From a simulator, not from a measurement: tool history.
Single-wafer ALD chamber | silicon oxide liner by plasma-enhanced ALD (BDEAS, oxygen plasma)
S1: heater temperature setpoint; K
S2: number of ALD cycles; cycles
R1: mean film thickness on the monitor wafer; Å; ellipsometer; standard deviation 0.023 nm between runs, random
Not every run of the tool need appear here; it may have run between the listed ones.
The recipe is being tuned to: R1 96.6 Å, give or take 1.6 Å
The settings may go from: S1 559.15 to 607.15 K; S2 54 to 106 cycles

run	hour	S1	S2	R1
1	0	583.15	80	75.668
2	2.9	582.15	83	78.358
3	9.2	582.15	89	84.142
4	16.6	575.15	89	85.28
5	24.1	566.15	89	88.593
6	25.3	565.15	90	89.766
7	32.2	564.15	91	91.313
8	36.4	564.15	91	91.072
# hour 42.5: thermocouple changed; heater temperature recalibrated
9	42.5	563.15	92	90.802
10	43.6	563.15	93	90.95
11	44.4	563.15	93	91.938
12	48.6	563.15	94	92.351

Exactly one of the 5 candidate moves below puts every result within its allowed miss. Which one?
A	52.8	569.15	101	?
B	52.8	561.15	101	?
C	52.8	563.15	95	?
D	52.8	570.15	94	?
E	52.8	564.15	92	?

move	R1
A	97.434
B	100.23
C	93.619
D	90.356
E	90.344
A: meets every target
B: takes the biggest miss from the last run beyond its target
C: an improvement on the last run, though not all results are within tolerance
D: further off than the last run
E: further off than the last run
The right move is A.
